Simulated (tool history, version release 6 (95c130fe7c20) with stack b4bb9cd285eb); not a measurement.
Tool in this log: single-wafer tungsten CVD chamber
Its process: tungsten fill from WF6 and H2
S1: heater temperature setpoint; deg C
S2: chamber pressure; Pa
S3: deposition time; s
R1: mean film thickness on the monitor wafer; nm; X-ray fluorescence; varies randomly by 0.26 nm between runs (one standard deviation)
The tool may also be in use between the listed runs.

run,hour,S1,S2,S3,R1
1,0.0,390,5360,29.6,79.353
2,8.9,390,5360,30.6,81.925
3,12.1,387,5333,30.6,77.013
4,16.8,387,5333,29.6,74.799
5,21.8,387,6253,29.6,79.264
6,27.7,387,6253,30.6,82.255
7,29.8,384,6226,30.6,78.075
8,33.5,382,6199,30.6,75.489
9,35.8,380,6173,30.6,72.449
10,43.8,378,6159,30.6,69.683

The next listed run, before its measurement:
11,50.0,377,6146,30.6,?

{"run 11": {"R1": 68.679}}
